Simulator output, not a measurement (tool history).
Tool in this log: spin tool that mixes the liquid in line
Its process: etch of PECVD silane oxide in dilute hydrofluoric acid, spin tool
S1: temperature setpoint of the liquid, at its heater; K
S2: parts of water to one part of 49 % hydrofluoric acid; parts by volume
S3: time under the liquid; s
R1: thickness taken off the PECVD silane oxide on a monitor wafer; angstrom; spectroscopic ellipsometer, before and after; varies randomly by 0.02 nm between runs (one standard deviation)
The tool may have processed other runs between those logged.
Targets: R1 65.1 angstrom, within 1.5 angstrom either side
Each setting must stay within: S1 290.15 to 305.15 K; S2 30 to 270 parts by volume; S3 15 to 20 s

run  hour      S1   S2  S3      R1
  1     0  297.15  150  20  35.708
  2   0.7  297.15   95  20  60.317
  3   2.8  298.15   95  20  62.906
  4  11.5  298.15   95  15  46.934
  5  16.1  298.15  135  15  31.336
  6  18.9  297.65  130  15   32.25
  7  24.9  298.15  125  15  34.378
  8  30.4  298.15  125  15    34.2
  9  36.5  302.15   65  15  83.863
 10  38.7  301.65   65  15  81.684
 11  41.7  297.65   65  15  69.704

4 next moves are on the table. One of them brings every result within its allowed miss. Which?
  A  44.7  299.15  70  15   ?
  B  44.7  303.65  85  15   ?
  C  44.7  299.65  70  15   ?
  D  44.7  295.15  60  15   ?

move      R1
   A  68.401
   B  65.685
   C  69.775
   D  68.706
A: moves toward the targets from the last run without getting all of them in spec
B: meets every target
C: neither nearer nor further off than the last run
D: moves toward the targets from the last run without getting all of them in spec
Answer: B
